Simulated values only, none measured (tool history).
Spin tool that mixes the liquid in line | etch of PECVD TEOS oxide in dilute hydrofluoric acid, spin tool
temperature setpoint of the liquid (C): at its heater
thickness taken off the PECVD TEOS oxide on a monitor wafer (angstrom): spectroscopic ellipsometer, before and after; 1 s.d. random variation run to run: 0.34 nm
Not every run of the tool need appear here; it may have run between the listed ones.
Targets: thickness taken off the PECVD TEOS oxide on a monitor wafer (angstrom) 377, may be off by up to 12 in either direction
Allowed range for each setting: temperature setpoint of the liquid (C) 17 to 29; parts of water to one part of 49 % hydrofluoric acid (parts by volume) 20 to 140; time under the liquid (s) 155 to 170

run,hour,temperature setpoint of the liquid (C),parts of water to one part of 49 % hydrofluoric acid (parts by volume),time under the liquid (s),thickness taken off the PECVD TEOS oxide on a monitor wafer (angstrom)
1,0,21,75,155,257.25
2,7.1,21,55,155,354.65
3,15.8,21,30,155,658.59
4,22.6,20.5,30,155,657.07
5,24.4,20,35,155,545.36
6,28.4,20,20,155,958.74
7,32.1,20.5,25,155,790.69
8,34.1,20,30,155,652.4
9,37.5,19.5,30,155,630.55
10,39.5,19,30,155,617.44
11,44.1,18,40,155,443.13
12,50.1,17.5,40,155,423.64
13,51,17,50,155,328.88
14,53,18,50,155,344.14

5 candidate next runs follow, results not yet known. Just one meets every target within its allowed miss. Identify it.
A,55,17,50,155,?
B,55,19.5,55,155,?
C,55,17.5,45,155,?
D,55,17.5,55,155,?
E,55,19.5,60,155,?

move,thickness taken off the PECVD TEOS oxide on a monitor wafer (angstrom)
A,337.12
B,339.29
C,384.96
D,311.44
E,309.19
A: lands further from the targets than the last run did
B: lands further from the targets than the last run did
C: each result inside its tolerance
D: lands further from the targets than the last run did
E: lands further from the targets than the last run did
The move that meets every target is C.

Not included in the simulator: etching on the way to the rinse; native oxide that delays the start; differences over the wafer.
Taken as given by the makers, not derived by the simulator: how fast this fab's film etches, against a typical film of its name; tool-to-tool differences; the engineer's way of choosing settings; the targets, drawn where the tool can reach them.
